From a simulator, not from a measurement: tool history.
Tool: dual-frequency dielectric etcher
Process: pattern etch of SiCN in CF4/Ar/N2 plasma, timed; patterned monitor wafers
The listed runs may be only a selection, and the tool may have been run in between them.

run,hour,source power (kW),bias power (kW),Ar flow (sccm),CF4 flow (sccm),etch time (s),mean etch depth across the wafer (nm)
1,0.0,0.470,0.074,98,75,89.5,90.993
2,7.4,0.470,0.069,98,75,89.5,88.626
3,14.6,0.470,0.069,98,63,89.5,85.935
4,16.2,0.470,0.069,98,55,89.5,84.945
5,17.0,0.470,0.069,98,55,89.5,84.024
6,18.7,0.550,0.069,98,55,89.5,96.990
7,22.3,0.560,0.069,98,55,89.5,99.259
8,25.0,0.570,0.069,98,55,89.5,100.170
9,28.6,0.580,0.069,98,55,89.5,100.860
10,36.4,0.590,0.069,98,55,89.5,103.190
11,45.2,0.600,0.069,98,55,89.5,103.640
12,51.0,0.610,0.069,98,55,89.5,106.220
13,53.9,0.620,0.069,98,55,89.5,107.470
14,60.6,0.640,0.069,98,55,89.5,111.050

Run 15, settings as shown, results not yet in. Your forecast:
15,69.0,0.650,0.069,98,55,89.5,?

mean etch depth across the wafer (nm): 110.670

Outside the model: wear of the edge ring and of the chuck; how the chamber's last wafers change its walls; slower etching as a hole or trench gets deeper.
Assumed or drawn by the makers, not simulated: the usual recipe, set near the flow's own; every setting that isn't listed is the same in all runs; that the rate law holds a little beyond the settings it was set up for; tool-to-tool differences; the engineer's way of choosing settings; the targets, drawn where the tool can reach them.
